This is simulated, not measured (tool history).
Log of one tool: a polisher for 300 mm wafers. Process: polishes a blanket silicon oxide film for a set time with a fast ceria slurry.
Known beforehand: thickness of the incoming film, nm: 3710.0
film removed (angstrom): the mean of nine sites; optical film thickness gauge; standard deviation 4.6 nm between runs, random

run  hour  flow of slurry (ml/min)  pressure of the wafer on the pad (kPa)  speed of the pad under the wafer (m/s)  polishing time (s)  film removed (angstrom)
  1   0.0                      265                                    14.5                                    1.16                  63                   9401.5
  2   6.3                      265                                    12.4                                    1.12                  63                   8218.3
  3  11.5                      220                                    12.4                                    1.12                  63                   7878.5
  4  13.6                      215                                    11.0                                    1.06                  63                   6843.9
  5  17.2                      210                                     9.7                                    1.04                  63                   5877.2
  6  22.5                      210                                    11.7                                    1.04                  63                   6956.7
  7  25.5                      205                                    10.3                                    1.04                  63                   6242.2
  8  33.2                      200                                     6.9                                    1.02                  63                   4299.0
  9  41.6                      230                                     8.3                                    1.02                  63                   5157.7
 10  42.4                      225                                     8.3                                    1.02                  63                   5133.6
 11  46.7                      220                                     8.3                                    1.02                  63                   5133.9
 12  55.3                      215                                     8.3                                    1.02                  63                   5132.5

What does the tool deliver on the next run?
 13  58.3                      215                                     8.3                                    1.02                  63                        ?

Run 13 produced film removed (angstrom) 5161.5.
